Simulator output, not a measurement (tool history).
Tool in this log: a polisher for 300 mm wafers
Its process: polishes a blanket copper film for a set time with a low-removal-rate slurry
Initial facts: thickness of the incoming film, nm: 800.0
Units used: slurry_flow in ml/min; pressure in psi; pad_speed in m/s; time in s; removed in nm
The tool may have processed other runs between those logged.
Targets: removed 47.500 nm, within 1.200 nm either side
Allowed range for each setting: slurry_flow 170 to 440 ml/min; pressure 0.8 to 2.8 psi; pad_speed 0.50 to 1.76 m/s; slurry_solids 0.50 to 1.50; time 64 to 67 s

| run | day | slurry_flow | pressure | pad_speed | slurry_solids | time | removed |
|---|---|---|---|---|---|---|---|
| 1 | 0.000 | 280 | 1.8 | 1.12 | 1.00 | 64 | 104.990 |
| 2 | 0.033 | 280 | 1.8 | 1.12 | 1.00 | 67 | 107.220 |
| 3 | 0.229 | 280 | 1.6 | 1.06 | 1.00 | 67 | 91.969 |
| 4 | 0.588 | 280 | 1.8 | 1.06 | 1.00 | 67 | 103.360 |
|  | 0.767 | slurry blender recalibrated |
| 5 | 0.767 | 280 | 1.8 | 0.90 | 1.00 | 67 | 91.827 |
| 6 | 0.850 | 280 | 1.8 | 0.90 | 0.80 | 67 | 88.982 |
| 7 | 1.058 | 280 | 1.6 | 0.90 | 0.80 | 67 | 79.230 |
| 8 | 1.329 | 280 | 1.4 | 0.88 | 0.80 | 67 | 68.810 |
| 9 | 1.421 | 280 | 1.3 | 0.88 | 0.80 | 67 | 63.295 |
| 10 | 1.500 | 280 | 1.2 | 0.88 | 0.80 | 67 | 59.549 |

4 next moves are on the table. One of them brings every result within its allowed miss. Which?
| A | 1.579 | 440 | 1.4 | 0.52 | 0.95 | 67 | ? |
| B | 1.579 | 235 | 1.3 | 0.70 | 0.75 | 64 | ? |
| C | 1.579 | 305 | 1.3 | 1.06 | 0.90 | 67 | ? |
| D | 1.579 | 290 | 1.3 | 0.56 | 1.05 | 64 | ? |

| move | removed |
|---|---|
| A | 44.080 |
| B | 47.634 |
| C | 78.343 |
| D | 41.694 |
A: carries the result that was furthest off beyond its target, to the other side
B: meets every target
C: further off than the last run
D: carries the result that was furthest off beyond its target, to the other side
The move that meets every target is B.
